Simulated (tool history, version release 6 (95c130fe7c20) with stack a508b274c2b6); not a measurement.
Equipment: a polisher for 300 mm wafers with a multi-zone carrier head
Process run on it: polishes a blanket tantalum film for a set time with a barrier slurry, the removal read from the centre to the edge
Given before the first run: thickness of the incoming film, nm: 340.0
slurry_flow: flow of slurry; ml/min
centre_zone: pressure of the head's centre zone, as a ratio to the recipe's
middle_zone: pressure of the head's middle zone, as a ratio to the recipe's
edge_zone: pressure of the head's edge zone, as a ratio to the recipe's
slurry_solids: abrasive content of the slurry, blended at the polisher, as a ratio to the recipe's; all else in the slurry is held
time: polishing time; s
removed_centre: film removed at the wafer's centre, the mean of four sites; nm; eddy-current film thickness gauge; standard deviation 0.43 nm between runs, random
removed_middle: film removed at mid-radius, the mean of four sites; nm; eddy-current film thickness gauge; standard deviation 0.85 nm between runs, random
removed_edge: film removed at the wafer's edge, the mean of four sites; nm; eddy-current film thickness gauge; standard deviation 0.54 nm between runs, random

run	hour	slurry_flow	centre_zone	middle_zone	edge_zone	slurry_solids	time	removed_centre	removed_middle	removed_edge
1	0.0	250	1.00	1.00	1.00	1.00	40	54.199	53.514	54.101
2	1.2	250	1.00	1.00	1.00	1.20	40	56.685	56.037	57.161
3	8.9	250	1.00	1.00	1.00	1.30	40	57.683	57.622	56.286
4	9.8	250	1.00	1.00	1.06	1.30	40	57.233	56.142	59.151
5	12.3	250	1.00	1.00	1.01	1.30	40	58.332	56.267	57.554
6	14.8	250	0.93	1.00	1.01	1.30	40	52.863	55.215	57.910
7	19.6	270	0.94	1.03	1.03	1.35	40	54.885	59.633	58.467

Run 8 comes next. What will it give?
8	26.7	285	0.95	1.03	1.05	1.35	40	?	?	?

Run 8 came out at removed_centre 55.586 nm, removed_middle 59.678 nm, removed_edge 60.181 nm.
